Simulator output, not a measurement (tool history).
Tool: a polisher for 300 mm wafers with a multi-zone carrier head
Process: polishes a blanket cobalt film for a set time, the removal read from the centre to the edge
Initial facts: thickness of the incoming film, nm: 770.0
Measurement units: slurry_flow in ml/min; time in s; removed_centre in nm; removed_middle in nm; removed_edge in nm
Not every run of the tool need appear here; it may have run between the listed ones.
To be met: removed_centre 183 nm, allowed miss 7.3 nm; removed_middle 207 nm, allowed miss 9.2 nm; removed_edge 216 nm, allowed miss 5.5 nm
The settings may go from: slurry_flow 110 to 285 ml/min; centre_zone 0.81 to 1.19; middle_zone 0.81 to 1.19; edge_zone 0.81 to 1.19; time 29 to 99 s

| run | hour | slurry_flow | centre_zone | middle_zone | edge_zone | time | removed_centre | removed_middle | removed_edge |
|---|---|---|---|---|---|---|---|---|---|
| 1 | 0 | 180 | 1 | 1 | 1 | 64 | 265.74 | 272.15 | 274.57 |
| 2 | 3.7 | 170 | 0.96 | 0.98 | 0.97 | 61 | 241.53 | 259.04 | 258.34 |
| 3 | 10.1 | 170 | 0.99 | 0.98 | 0.97 | 61 | 245.86 | 256.47 | 260.77 |
| 4 | 13.7 | 165 | 0.96 | 0.96 | 0.96 | 58 | 224.76 | 237.84 | 246.05 |
| 5 | 18.3 | 145 | 0.96 | 0.96 | 0.96 | 58 | 218.92 | 233.19 | 240.04 |
| 6 | 19.8 | 145 | 1.01 | 0.96 | 0.96 | 58 | 229.6 | 239.04 | 239.93 |
| 7 | 26.1 | 145 | 1.01 | 0.96 | 0.96 | 58 | 230.46 | 230.29 | 239.45 |
| 8 | 27.4 | 140 | 0.98 | 0.95 | 0.95 | 57 | 218.28 | 229.47 | 233.04 |
| 9 | 35.7 | 135 | 0.95 | 0.93 | 0.94 | 56 | 206.56 | 217.94 | 229.12 |
| 10 | 41.5 | 130 | 0.93 | 0.93 | 0.93 | 56 | 204.87 | 217.46 | 225.81 |

Below are 4 possible settings for the next run. Only one of them brings all results inside the allowed miss of their targets. Which is it?
| A | 47.3 | 110 | 1.11 | 0.97 | 0.81 | 58 | ? | ? | ? |
| B | 47.3 | 120 | 0.97 | 1.12 | 0.86 | 59 | ? | ? | ? |
| C | 47.3 | 110 | 0.84 | 1.05 | 1.03 | 55 | ? | ? | ? |
| D | 47.3 | 140 | 0.92 | 0.98 | 1 | 51 | ? | ? | ? |

| move | removed_centre | removed_middle | removed_edge |
|---|---|---|---|
| A | 238.46 | 223.82 | 215.34 |
| B | 217.56 | 257.77 | 227.41 |
| C | 172.89 | 225.05 | 227.99 |
| D | 184.61 | 208.08 | 215.66 |
A: lands further from the targets than the last run did
B: lands further from the targets than the last run did
C: takes the result that was furthest off past its target
D: every result lands within tolerance
So the answer is move D, the one that meets all the targets.

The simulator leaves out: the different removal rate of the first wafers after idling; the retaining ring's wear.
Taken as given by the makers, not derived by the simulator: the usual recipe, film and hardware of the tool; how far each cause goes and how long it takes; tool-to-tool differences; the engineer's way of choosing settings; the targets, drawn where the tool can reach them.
